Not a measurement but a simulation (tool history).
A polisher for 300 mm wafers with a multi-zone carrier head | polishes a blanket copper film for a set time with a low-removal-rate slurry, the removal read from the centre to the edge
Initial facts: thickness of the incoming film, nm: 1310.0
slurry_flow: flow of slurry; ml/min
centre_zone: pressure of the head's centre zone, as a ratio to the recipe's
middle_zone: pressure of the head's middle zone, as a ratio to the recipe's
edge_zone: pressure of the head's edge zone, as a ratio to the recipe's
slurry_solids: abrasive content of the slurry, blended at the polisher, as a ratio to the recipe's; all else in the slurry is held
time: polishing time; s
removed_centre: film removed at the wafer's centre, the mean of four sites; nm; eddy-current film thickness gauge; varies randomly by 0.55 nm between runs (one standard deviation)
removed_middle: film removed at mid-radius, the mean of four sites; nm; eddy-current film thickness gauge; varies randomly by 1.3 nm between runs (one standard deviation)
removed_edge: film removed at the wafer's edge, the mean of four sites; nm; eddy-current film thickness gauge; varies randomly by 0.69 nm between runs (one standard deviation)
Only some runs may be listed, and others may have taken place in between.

run 1 day=0 | slurry_flow=205 centre_zone=1 middle_zone=1 edge_zone=1 slurry_solids=1 time=68 | removed_centre=115.07 removed_middle=125.98 removed_edge=127.08
run 2 day=0.262 | slurry_flow=205 centre_zone=1 middle_zone=1 edge_zone=1 slurry_solids=1 time=77 | removed_centre=130.25 removed_middle=142.34 removed_edge=141.59
run 3 day=0.362 | slurry_flow=200 centre_zone=0.97 middle_zone=1 edge_zone=0.97 slurry_solids=0.9 time=76 | removed_centre=119.83 removed_middle=134.87 removed_edge=134.57
run 4 day=0.392 | slurry_flow=195 centre_zone=0.96 middle_zone=1.01 edge_zone=0.94 slurry_solids=0.8 time=75 | removed_centre=113.81 removed_middle=131.62 removed_edge=127.98
run 5 day=0.712 | slurry_flow=190 centre_zone=0.95 middle_zone=1.01 edge_zone=0.92 slurry_solids=0.75 time=74 | removed_centre=107.99 removed_middle=125.82 removed_edge=123.75
run 6 day=0.988 | slurry_flow=190 centre_zone=0.95 middle_zone=1.01 edge_zone=0.92 slurry_solids=0.85 time=74 | removed_centre=112.37 removed_middle=132.88 removed_edge=125.06
run 7 day=1.146 | slurry_flow=185 centre_zone=0.94 middle_zone=1 edge_zone=0.9 slurry_solids=0.8 time=73 | removed_centre=108.55 removed_middle=124.11 removed_edge=119.69
run 8 day=1.279 | slurry_flow=185 centre_zone=0.94 middle_zone=1 edge_zone=0.9 slurry_solids=0.8 time=73 | removed_centre=108.01 removed_middle=122.32 removed_edge=120.84
-- day=1.392 centre zone pressure recalibrated
run 9 day=1.392 | slurry_flow=180 centre_zone=0.93 middle_zone=1.01 edge_zone=0.88 slurry_solids=0.75 time=72 | removed_centre=109.24 removed_middle=122.9 removed_edge=115.96

For run 10, what comes out?
run 10 day=1.679 | slurry_flow=180 centre_zone=0.91 middle_zone=1.02 edge_zone=0.88 slurry_solids=0.7 time=71 | removed_centre=? removed_middle=? removed_edge=?

Run 10 measured removed_centre 103.45 nm, removed_middle 119.29 nm, removed_edge 112.7 nm.

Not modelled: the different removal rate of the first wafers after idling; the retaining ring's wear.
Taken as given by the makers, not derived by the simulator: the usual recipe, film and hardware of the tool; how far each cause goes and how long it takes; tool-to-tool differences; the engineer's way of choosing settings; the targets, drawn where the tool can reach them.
